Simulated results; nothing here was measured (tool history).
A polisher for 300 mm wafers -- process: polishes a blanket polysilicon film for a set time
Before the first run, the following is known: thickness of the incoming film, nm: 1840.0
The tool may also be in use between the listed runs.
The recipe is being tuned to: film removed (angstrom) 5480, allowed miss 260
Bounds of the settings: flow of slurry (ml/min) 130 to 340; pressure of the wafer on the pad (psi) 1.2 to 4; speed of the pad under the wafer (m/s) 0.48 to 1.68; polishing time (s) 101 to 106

| run | hour | flow of slurry (ml/min) | pressure of the wafer on the pad (psi) | speed of the pad under the wafer (m/s) | polishing time (s) | film removed (angstrom) |
|---|---|---|---|---|---|---|
| 1 | 0 | 220 | 2.6 | 1.08 | 101 | 7843.8 |
| 2 | 0.8 | 220 | 2.4 | 1.08 | 101 | 7389.3 |
| 3 | 2.4 | 220 | 2.2 | 1.08 | 101 | 7171.5 |
| 4 | 6.3 | 220 | 2.2 | 1.24 | 101 | 7891 |
| 5 | 11.4 | 220 | 2 | 1.22 | 101 | 7149.4 |
| 6 | 13.9 | 220 | 1.8 | 1.22 | 101 | 6769.1 |
| 7 | 20.1 | 220 | 1.7 | 1.22 | 101 | 6582.5 |
| 8 | 21.9 | 220 | 1.6 | 1.22 | 101 | 6222.5 |

Pick the move, out of 5, that brings all results within their allowed miss; only one does.
| A | 23.7 | 225 | 1.7 | 1.26 | 106 | ? |
| B | 23.7 | 195 | 1.3 | 1.16 | 106 | ? |
| C | 23.7 | 170 | 1.8 | 1.28 | 106 | ? |
| D | 23.7 | 230 | 1.7 | 1.24 | 104 | ? |
| E | 23.7 | 235 | 1.9 | 1.28 | 103 | ? |

| move | film removed (angstrom) |
|---|---|
| A | 6985.8 |
| B | 5376.7 |
| C | 7050.5 |
| D | 6785.8 |
| E | 7469.8 |
A: its largest miss is bigger than the last run's
B: all results land within tolerance of their targets
C: its largest miss is bigger than the last run's
D: its largest miss is bigger than the last run's
E: its largest miss is bigger than the last run's
The right move is B.
